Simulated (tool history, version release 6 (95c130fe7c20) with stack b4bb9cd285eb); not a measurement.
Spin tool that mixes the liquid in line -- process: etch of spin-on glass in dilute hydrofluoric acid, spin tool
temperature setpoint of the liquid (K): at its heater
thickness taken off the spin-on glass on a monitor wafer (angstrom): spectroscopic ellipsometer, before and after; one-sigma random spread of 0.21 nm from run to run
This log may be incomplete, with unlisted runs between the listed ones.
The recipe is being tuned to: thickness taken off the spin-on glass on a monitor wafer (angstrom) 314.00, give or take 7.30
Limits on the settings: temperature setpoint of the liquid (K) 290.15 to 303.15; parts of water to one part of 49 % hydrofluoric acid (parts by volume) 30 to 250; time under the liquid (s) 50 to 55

run	day	temperature setpoint of the liquid (K)	parts of water to one part of 49 % hydrofluoric acid (parts by volume)	time under the liquid (s)	thickness taken off the spin-on glass on a monitor wafer (angstrom)
1	0.000	295.15	140	50	119.56
2	0.112	293.65	140	50	111.30
3	0.250	294.65	130	50	126.91
4	0.342	295.65	125	50	137.20
5	0.642	296.15	120	50	145.57
6	1.012	296.15	160	50	105.50
7	1.308	296.65	150	50	115.78
8	1.342	300.65	95	50	226.12
9	1.658	302.15	80	50	291.32
10	1.812	302.65	80	50	296.84
11	2.104	303.15	80	50	303.70
12	2.346	303.15	75	50	324.44

Which one of the following 4 next-run settings gets every result inside its allowed miss? There is exactly one.
A	2.588	302.65	80	50	?
B	2.588	303.15	90	55	?
C	2.588	300.65	75	50	?
D	2.588	302.15	75	50	?

move	thickness taken off the spin-on glass on a monitor wafer (angstrom)
A	299.79
B	294.49
C	298.03
D	315.95
A: the result that was furthest off in the last run now lies on the other side of its target
B: the result that was furthest off in the last run now lies on the other side of its target
C: the result that was furthest off in the last run now lies on the other side of its target
D: every result within its allowed miss
D meets every target.
